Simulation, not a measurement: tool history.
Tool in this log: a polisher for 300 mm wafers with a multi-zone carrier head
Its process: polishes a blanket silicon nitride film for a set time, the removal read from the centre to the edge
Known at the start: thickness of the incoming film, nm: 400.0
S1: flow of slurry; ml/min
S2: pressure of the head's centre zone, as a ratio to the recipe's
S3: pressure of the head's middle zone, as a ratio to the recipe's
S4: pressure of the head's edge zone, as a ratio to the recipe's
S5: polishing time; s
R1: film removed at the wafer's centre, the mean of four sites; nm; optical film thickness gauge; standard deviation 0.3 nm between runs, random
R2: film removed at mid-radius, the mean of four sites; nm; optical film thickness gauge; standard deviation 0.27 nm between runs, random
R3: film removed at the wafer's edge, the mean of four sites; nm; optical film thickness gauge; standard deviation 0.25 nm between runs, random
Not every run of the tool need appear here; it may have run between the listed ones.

| run | day | S1 | S2 | S3 | S4 | S5 | R1 | R2 | R3 |
|---|---|---|---|---|---|---|---|---|---|
| 1 | 0 | 295 | 1 | 1 | 1 | 36 | 60.358 | 61.004 | 60.948 |
| 2 | 0.038 | 295 | 1 | 1 | 0.96 | 36 | 61.047 | 60.948 | 59.633 |
| 3 | 0.379 | 290 | 0.98 | 0.98 | 0.93 | 31 | 50.569 | 52.195 | 50.806 |
| 4 | 0.654 | 290 | 0.99 | 0.96 | 0.9 | 28 | 45.765 | 46.447 | 44.809 |
| 5 | 0.796 | 285 | 0.99 | 0.94 | 0.88 | 26 | 43.233 | 42.502 | 41.366 |
| 6 | 1.092 | 285 | 0.99 | 0.94 | 0.88 | 32 | 52.361 | 51.781 | 51.212 |
| 7 | 1.162 | 285 | 0.99 | 0.93 | 0.87 | 29 | 47.239 | 46.739 | 46.116 |
| 8 | 1.321 | 285 | 0.99 | 0.92 | 0.86 | 27 | 43.504 | 43.29 | 42.307 |

Run 9, settings as shown, results not yet in. Your forecast:
| 9 | 1.45 | 285 | 0.99 | 0.91 | 0.85 | 25 | ? | ? | ? |

{"run 9": {"R1": 40.62, "R2": 40.149, "R3": 39.056}}

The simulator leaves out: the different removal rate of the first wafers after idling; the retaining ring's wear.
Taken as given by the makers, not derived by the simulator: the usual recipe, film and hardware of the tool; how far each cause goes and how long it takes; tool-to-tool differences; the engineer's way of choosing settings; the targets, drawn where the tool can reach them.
